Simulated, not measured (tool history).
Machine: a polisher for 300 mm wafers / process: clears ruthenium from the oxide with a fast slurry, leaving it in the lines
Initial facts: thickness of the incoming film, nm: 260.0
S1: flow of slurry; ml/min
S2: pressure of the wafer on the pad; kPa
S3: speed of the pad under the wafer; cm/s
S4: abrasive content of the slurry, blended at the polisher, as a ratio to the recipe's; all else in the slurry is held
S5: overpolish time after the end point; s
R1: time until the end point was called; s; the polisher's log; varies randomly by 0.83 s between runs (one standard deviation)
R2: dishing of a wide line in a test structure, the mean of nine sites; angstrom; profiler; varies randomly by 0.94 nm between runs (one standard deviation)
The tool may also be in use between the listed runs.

run  hour   S1    S2  S3    S4  S5      R1      R2
  1   0.0  165  23.4  78  1.00  27  62.108  652.61
  2   2.5  200  23.4  78  1.00  27  61.158  648.79
  3   6.3  200  23.4  78  0.85  27  64.518  625.61
  4  10.5  200  22.1  78  0.85  30  69.930  636.01
  5  17.3  200  22.1  66  0.85  30  76.180  612.95
  6  19.4  200  22.1  66  0.85  22  76.755  515.49
  7  27.8  200  22.1  66  0.85  26  77.114  566.16
     32.3  -- worn pad replaced by a new one
  8  32.3  200  22.1  66  0.85  29  71.548  627.16
  9  40.9  195  21.4  64  0.85  31  74.694  636.18
 10  44.9  195  20.7  64  0.85  33  77.508  636.50

Run 11 has not been measured yet. What should we expect?
 11  50.0  195  20.7  64  0.85  35   ?   ?

{"run 11": {"R1": 75.78, "R2": 668.87}}
